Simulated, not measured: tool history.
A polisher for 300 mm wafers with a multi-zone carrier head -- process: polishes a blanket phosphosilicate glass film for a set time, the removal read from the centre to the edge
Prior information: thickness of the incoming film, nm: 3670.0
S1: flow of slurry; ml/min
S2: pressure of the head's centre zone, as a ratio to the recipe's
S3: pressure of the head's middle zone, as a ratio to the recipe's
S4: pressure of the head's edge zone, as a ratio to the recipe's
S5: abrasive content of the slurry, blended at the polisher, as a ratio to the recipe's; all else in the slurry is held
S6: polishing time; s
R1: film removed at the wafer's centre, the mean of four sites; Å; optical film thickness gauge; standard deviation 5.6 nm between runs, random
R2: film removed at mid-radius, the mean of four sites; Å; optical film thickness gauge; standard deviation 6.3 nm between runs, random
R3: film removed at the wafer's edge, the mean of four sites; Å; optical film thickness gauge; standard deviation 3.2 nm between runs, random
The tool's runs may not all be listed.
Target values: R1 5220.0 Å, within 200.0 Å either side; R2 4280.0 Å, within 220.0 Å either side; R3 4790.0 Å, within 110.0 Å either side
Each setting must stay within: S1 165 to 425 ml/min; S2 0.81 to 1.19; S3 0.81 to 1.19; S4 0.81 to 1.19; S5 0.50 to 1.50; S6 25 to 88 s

Run 1, hour 0.0: S1 275 ml/min, S2 1.00, S3 1.00, S4 1.00, S5 1.00, S6 56 s. Result: R1 3188.4 Å, R2 2910.6 Å, R3 2852.4 Å.
Run 2, hour 4.2: S1 280 ml/min, S2 1.01, S3 0.99, S4 1.04, S5 1.15, S6 59 s. Result: R1 3541.1 Å, R2 3254.1 Å, R3 3227.3 Å.
Run 3, hour 10.9: S1 255 ml/min, S2 1.01, S3 0.99, S4 1.04, S5 1.15, S6 59 s. Result: R1 3417.0 Å, R2 3172.3 Å, R3 3221.1 Å.
Run 4, hour 18.9: S1 255 ml/min, S2 1.01, S3 0.99, S4 0.98, S5 1.15, S6 59 s. Result: R1 3462.4 Å, R2 3209.0 Å, R3 3093.7 Å.
Run 5, hour 20.4: S1 300 ml/min, S2 1.01, S3 0.99, S4 0.98, S5 1.15, S6 59 s. Result: R1 3575.0 Å, R2 3257.4 Å, R3 3134.6 Å.
Run 6, hour 23.2: S1 300 ml/min, S2 1.06, S3 0.99, S4 0.98, S5 1.15, S6 59 s. Result: R1 3766.8 Å, R2 3233.5 Å, R3 3143.0 Å.
Run 7, hour 25.0: S1 300 ml/min, S2 1.07, S3 0.97, S4 1.03, S5 1.25, S6 62 s. Result: R1 4029.6 Å, R2 3459.8 Å, R3 3514.7 Å.
Run 8, hour 29.2: S1 300 ml/min, S2 1.09, S3 0.96, S4 1.06, S5 1.30, S6 64 s. Result: R1 4317.5 Å, R2 3621.7 Å, R3 3738.8 Å.
At hour 34.7: centre zone pressure recalibrated.
Run 9, hour 34.7: S1 315 ml/min, S2 1.09, S3 0.91, S4 1.16, S5 1.50, S6 72 s. Result: R1 4672.0 Å, R2 3947.7 Å, R3 4639.3 Å.
Run 10, hour 37.5: S1 315 ml/min, S2 1.11, S3 0.92, S4 1.16, S5 1.50, S6 72 s. Result: R1 4853.8 Å, R2 4169.5 Å, R3 4576.1 Å.
Run 11, hour 43.6: S1 320 ml/min, S2 1.12, S3 0.91, S4 1.16, S5 1.50, S6 73 s. Result: R1 4942.7 Å, R2 4040.0 Å, R3 4711.6 Å.
Run 12, hour 51.2: S1 320 ml/min, S2 1.13, S3 0.92, S4 1.16, S5 1.50, S6 73 s. Result: R1 4957.1 Å, R2 4158.2 Å, R3 4675.5 Å.
Run 13, hour 55.8: S1 320 ml/min, S2 1.14, S3 0.92, S4 1.16, S5 1.50, S6 73 s. Result: R1 5013.0 Å, R2 4141.3 Å, R3 4759.5 Å.

Of the 5 settings listed for the next run, only one would bring every result within its allowed miss of target. Which one?
Run A, hour 60.4: S1 315 ml/min, S2 1.17, S3 0.93, S4 1.15, S5 1.25, S6 80 s. Result: R1 ?, R2 ?, R3 ?.
Run B, hour 60.4: S1 340 ml/min, S2 1.14, S3 0.81, S4 1.12, S5 1.50, S6 76 s. Result: R1 ?, R2 ?, R3 ?.
Run C, hour 60.4: S1 350 ml/min, S2 1.01, S3 1.02, S4 1.19, S5 1.50, S6 77 s. Result: R1 ?, R2 ?, R3 ?.
Run D, hour 60.4: S1 310 ml/min, S2 1.07, S3 0.93, S4 1.19, S5 1.40, S6 75 s. Result: R1 ?, R2 ?, R3 ?.
Run E, hour 60.4: S1 310 ml/min, S2 1.06, S3 0.98, S4 1.18, S5 1.45, S6 75 s. Result: R1 ?, R2 ?, R3 ?.

move      R1      R2      R3
   A  5264.4  4225.0  4784.2
   B  5248.5  3852.8  4821.8
   C  4768.8  4742.5  5036.8
   D  4722.5  4123.8  4753.3
   E  4741.1  4362.7  4788.0
A: meets every target
B: gets the furthest-off result to its target, but another result is out of tolerance
C: its largest miss is bigger than the last run's
D: its largest miss is bigger than the last run's
E: its largest miss is bigger than the last run's
Correct choice: A, which meets every target
